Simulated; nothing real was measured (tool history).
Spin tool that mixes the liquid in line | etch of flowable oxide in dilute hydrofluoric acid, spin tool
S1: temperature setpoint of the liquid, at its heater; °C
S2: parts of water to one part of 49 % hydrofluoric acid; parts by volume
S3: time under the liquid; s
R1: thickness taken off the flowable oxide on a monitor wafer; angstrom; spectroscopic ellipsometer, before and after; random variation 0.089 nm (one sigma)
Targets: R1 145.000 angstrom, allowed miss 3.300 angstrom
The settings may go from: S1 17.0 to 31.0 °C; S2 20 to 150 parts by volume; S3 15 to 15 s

run 1 day=0.000 | S1=23.0 S2=85 S3=15 | R1=72.156
run 2 day=0.312 | S1=25.5 S2=75 S3=15 | R1=92.109
run 3 day=0.442 | S1=27.0 S2=70 S3=15 | R1=104.670
run 4 day=0.638 | S1=28.0 S2=65 S3=15 | R1=117.820
run 5 day=0.846 | S1=29.0 S2=65 S3=15 | R1=121.760
run 6 day=1.038 | S1=26.0 S2=65 S3=15 | R1=109.080
run 7 day=1.129 | S1=27.5 S2=65 S3=15 | R1=115.290
run 8 day=1.400 | S1=28.5 S2=65 S3=15 | R1=120.710
run 9 day=1.750 | S1=29.5 S2=65 S3=15 | R1=126.340

Which of these 4 next moves meets every target?
run A day=2.100 | S1=30.0 S2=55 S3=15 | R1=?
run B day=2.100 | S1=27.5 S2=50 S3=15 | R1=?
run C day=2.100 | S1=26.0 S2=50 S3=15 | R1=?
run D day=2.100 | S1=30.5 S2=55 S3=15 | R1=?

move=A R1=154.180
move=B R1=154.980
move=C R1=145.990
move=D R1=157.180
A: takes the result that was furthest off past its target
B: takes the result that was furthest off past its target
C: meets every target
D: takes the result that was furthest off past its target
Move C is the one to make.
